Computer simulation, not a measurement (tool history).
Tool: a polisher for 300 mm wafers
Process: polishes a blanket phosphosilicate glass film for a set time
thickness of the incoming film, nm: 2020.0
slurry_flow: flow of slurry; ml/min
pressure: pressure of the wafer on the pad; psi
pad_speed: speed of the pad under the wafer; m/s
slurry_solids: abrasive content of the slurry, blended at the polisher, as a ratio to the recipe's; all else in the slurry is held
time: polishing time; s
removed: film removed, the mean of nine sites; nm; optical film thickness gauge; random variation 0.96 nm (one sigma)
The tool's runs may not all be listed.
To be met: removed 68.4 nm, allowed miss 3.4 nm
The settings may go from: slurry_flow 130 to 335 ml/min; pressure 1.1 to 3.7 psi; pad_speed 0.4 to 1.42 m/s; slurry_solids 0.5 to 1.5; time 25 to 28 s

run 1 hour=0 | slurry_flow=215 pressure=2.4 pad_speed=0.9 slurry_solids=1 time=28 | removed=167.21
run 2 hour=2.4 | slurry_flow=215 pressure=2.2 pad_speed=0.84 slurry_solids=1 time=28 | removed=146.89
run 3 hour=9.4 | slurry_flow=215 pressure=2 pad_speed=0.78 slurry_solids=1 time=28 | removed=126.53
run 4 hour=15.4 | slurry_flow=215 pressure=2 pad_speed=0.78 slurry_solids=1.2 time=28 | removed=140
run 5 hour=16.6 | slurry_flow=175 pressure=2 pad_speed=0.78 slurry_solids=1.2 time=28 | removed=135.19
run 6 hour=25.3 | slurry_flow=175 pressure=2 pad_speed=0.62 slurry_solids=1.2 time=28 | removed=109.73
run 7 hour=27.8 | slurry_flow=175 pressure=1.9 pad_speed=0.6 slurry_solids=1.2 time=28 | removed=102.96
run 8 hour=29.1 | slurry_flow=175 pressure=1.3 pad_speed=0.5 slurry_solids=1.2 time=28 | removed=64.132

Which of these 5 next moves meets every target?
run A hour=30.4 | slurry_flow=200 pressure=1.6 pad_speed=0.46 slurry_solids=1.15 time=27 | removed=?
run B hour=30.4 | slurry_flow=225 pressure=1.1 pad_speed=0.7 slurry_solids=1.05 time=25 | removed=?
run C hour=30.4 | slurry_flow=185 pressure=1.4 pad_speed=0.42 slurry_solids=1.2 time=28 | removed=?
run D hour=30.4 | slurry_flow=190 pressure=1.2 pad_speed=0.48 slurry_solids=1.2 time=28 | removed=?
run E hour=30.4 | slurry_flow=185 pressure=1.3 pad_speed=0.6 slurry_solids=0.9 time=27 | removed=?

move=A removed=68.775
move=B removed=60.853
move=C removed=58.816
move=D removed=56.803
move=E removed=61.133
A: meets every target
B: further off than the last run
C: further off than the last run
D: further off than the last run
E: further off than the last run
Answer: A
